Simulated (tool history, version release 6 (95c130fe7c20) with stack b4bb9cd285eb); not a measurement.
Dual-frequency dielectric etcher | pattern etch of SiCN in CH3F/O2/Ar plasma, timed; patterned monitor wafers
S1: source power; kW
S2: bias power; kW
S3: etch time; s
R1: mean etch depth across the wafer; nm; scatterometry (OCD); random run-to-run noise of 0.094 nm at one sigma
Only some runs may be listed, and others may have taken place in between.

run    day    S1     S2    S3      R1
  1      0  0.35  0.102    47  18.961
  2  0.342  0.39  0.106    47  20.082
  3  0.496  0.42  0.108    47    20.5
  4  0.579  0.42  0.108  42.5   18.62
  5  0.825  0.43  0.119  43.5  19.927
  6  1.038  0.44  0.126  44.5   21.11
  7  1.067  0.45   0.13  44.5  21.375
  8  1.146  0.46  0.133  44.5  21.811

What does the tool deliver on the next run?
  9  1.296  0.47  0.135  44.5   ?

Run 9 measured R1 22.044 nm.

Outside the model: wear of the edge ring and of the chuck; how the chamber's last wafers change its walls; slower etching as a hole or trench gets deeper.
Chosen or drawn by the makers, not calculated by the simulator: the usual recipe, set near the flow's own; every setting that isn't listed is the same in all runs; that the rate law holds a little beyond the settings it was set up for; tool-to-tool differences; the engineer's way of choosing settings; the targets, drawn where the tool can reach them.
